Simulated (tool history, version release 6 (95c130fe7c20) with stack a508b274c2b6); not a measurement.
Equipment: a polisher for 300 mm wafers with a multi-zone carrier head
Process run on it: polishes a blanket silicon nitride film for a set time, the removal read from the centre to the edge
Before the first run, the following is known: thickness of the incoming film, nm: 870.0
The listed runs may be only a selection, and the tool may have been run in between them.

run	hour	flow of slurry (ml/min)	pressure of the head's centre zone	pressure of the head's middle zone	pressure of the head's edge zone	polishing time (s)	film removed at the wafer's centre (angstrom)	film removed at mid-radius (angstrom)	film removed at the wafer's edge (angstrom)
1	0	305	1	1	1	32	557.21	529.21	524.63
2	7.9	230	1	1	1	32	535.07	512.36	508.66
3	8.6	230	1	1.05	1	32	536.43	539.46	511.08
4	13.3	230	1	1.13	1	32	532.98	557.82	515.5
5	20.3	230	1.05	1.13	1	32	555.99	572.1	506.21
6	29.3	230	1.12	1.13	1	32	589.42	561.35	513.09
7	31.8	225	1.06	1.11	1.02	31	538.85	534.6	496.34
8	35.5	220	1.01	1.1	1.04	30	497.25	510.66	477.34
9	39.5	215	0.97	1.09	1.06	30	478.16	512.44	483.36

Predict the results of run 10:
10	42.9	210	0.94	1.07	1.07	29	?	?	?

film removed at the wafer's centre (angstrom): 452.31
film removed at mid-radius (angstrom): 487.95
film removed at the wafer's edge (angstrom): 465.77
